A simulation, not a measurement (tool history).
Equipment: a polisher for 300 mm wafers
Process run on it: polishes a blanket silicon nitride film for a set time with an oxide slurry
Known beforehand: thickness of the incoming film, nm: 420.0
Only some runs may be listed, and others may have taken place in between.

run  hour  flow of slurry (ml/min)  pressure of the wafer on the pad (psi)  speed of the pad under the wafer (m/s)  abrasive content of the slurry  polishing time (s)  film removed (nm)
  1     0                      160                                     3.5                                    1.14                               1                  20              11.52
  2   4.2                      160                                     3.1                                     1.1                               1                  20             9.9874
  3   4.8                      160                                     2.8                                    1.06                               1                  20             8.5869
  4  10.2                      160                                     2.6                                    1.06                               1                  20             8.1938
  5  13.6                      160                                     2.6                                    1.06                             0.8                  20             7.2091
  6    19                      160                                     2.5                                    1.06                             0.8                  20             6.7892

What does the tool deliver on the next run?
  7  21.4                      160                                     2.4                                    1.06                             0.8                  20                  ?

film removed (nm): 6.5129

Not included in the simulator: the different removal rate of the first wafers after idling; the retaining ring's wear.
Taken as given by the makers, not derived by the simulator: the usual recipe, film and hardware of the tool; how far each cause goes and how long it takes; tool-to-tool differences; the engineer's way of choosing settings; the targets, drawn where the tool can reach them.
